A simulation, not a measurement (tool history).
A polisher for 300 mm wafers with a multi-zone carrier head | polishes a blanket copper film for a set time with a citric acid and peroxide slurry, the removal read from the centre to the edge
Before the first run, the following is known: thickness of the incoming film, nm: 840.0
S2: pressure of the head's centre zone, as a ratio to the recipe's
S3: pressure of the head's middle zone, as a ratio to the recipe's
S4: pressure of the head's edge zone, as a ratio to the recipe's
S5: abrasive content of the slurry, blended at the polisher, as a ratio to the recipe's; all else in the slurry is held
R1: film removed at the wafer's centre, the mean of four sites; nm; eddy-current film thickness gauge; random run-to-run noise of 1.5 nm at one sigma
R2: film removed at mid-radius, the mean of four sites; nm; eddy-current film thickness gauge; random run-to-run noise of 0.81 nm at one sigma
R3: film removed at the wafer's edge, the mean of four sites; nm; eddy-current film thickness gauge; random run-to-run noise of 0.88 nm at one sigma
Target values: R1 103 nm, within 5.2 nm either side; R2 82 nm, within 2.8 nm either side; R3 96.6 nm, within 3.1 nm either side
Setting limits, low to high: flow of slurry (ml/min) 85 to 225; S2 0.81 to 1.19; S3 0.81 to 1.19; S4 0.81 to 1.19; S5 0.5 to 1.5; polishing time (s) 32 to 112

Run 1, hour 0: flow of slurry (ml/min) 145, S2 1, S3 1, S4 1, S5 1, polishing time (s) 72. Result: R1 109.3 nm, R2 112.45 nm, R3 112.24 nm.
Run 2, hour 5.5: flow of slurry (ml/min) 175, S2 1, S3 1, S4 1, S5 1, polishing time (s) 72. Result: R1 114.44 nm, R2 115.84 nm, R3 113.98 nm.
Run 3, hour 13.9: flow of slurry (ml/min) 175, S2 1, S3 1.08, S4 1, S5 1, polishing time (s) 72. Result: R1 111.99 nm, R2 120.57 nm, R3 115.33 nm.
Run 4, hour 20: flow of slurry (ml/min) 160, S2 1.03, S3 1, S4 1.04, S5 0.85, polishing time (s) 70. Result: R1 108.14 nm, R2 107.27 nm, R3 107.32 nm.
Run 5, hour 21.2: flow of slurry (ml/min) 160, S2 1.03, S3 1, S4 0.98, S5 0.85, polishing time (s) 70. Result: R1 106.59 nm, R2 107.37 nm, R3 106.2 nm.
Run 6, hour 25.7: flow of slurry (ml/min) 145, S2 1.06, S3 0.94, S4 1.03, S5 0.75, polishing time (s) 69. Result: R1 102.8 nm, R2 94.822 nm, R3 102.14 nm.
Run 7, hour 30.5: flow of slurry (ml/min) 135, S2 1.08, S3 0.91, S4 1.02, S5 0.75, polishing time (s) 69. Result: R1 103.09 nm, R2 90.728 nm, R3 100.45 nm.
Run 8, hour 38.3: flow of slurry (ml/min) 130, S2 1.1, S3 0.89, S4 1.01, S5 0.75, polishing time (s) 69. Result: R1 106.83 nm, R2 88.472 nm, R3 99.511 nm.
Run 9, hour 46.4: flow of slurry (ml/min) 125, S2 1.1, S3 0.88, S4 1.01, S5 0.75, polishing time (s) 69. Result: R1 105.38 nm, R2 86.893 nm, R3 98.291 nm.
Run 10, hour 48.9: flow of slurry (ml/min) 120, S2 1.1, S3 0.87, S4 1.01, S5 0.75, polishing time (s) 69. Result: R1 103.05 nm, R2 86.385 nm, R3 99.357 nm.

4 candidate next runs follow, results not yet known. Just one meets every target within its allowed miss. Identify it.
Run A, hour 51.4: flow of slurry (ml/min) 125, S2 1.13, S3 0.96, S4 0.97, S5 0.8, polishing time (s) 64. Result: R1 ?, R2 ?, R3 ?.
Run B, hour 51.4: flow of slurry (ml/min) 125, S2 1.05, S3 0.93, S4 1.03, S5 0.7, polishing time (s) 63. Result: R1 ?, R2 ?, R3 ?.
Run C, hour 51.4: flow of slurry (ml/min) 115, S2 1.1, S3 0.95, S4 1, S5 0.7, polishing time (s) 63. Result: R1 ?, R2 ?, R3 ?.
Run D, hour 51.4: flow of slurry (ml/min) 145, S2 1.17, S3 0.9, S4 1.15, S5 0.65, polishing time (s) 65. Result: R1 ?, R2 ?, R3 ?.

move      R1      R2      R3
   A  102.52  90.325   90.71
   B  90.399  83.559  88.466
   C  92.961  83.627  86.283
   D  105.12  84.432  95.952
A: further off than the last run
B: the furthest-off result lands on target, but another misses its tolerance
C: the furthest-off result lands on target, but another misses its tolerance
D: in spec on every target
Move D is the one to make.

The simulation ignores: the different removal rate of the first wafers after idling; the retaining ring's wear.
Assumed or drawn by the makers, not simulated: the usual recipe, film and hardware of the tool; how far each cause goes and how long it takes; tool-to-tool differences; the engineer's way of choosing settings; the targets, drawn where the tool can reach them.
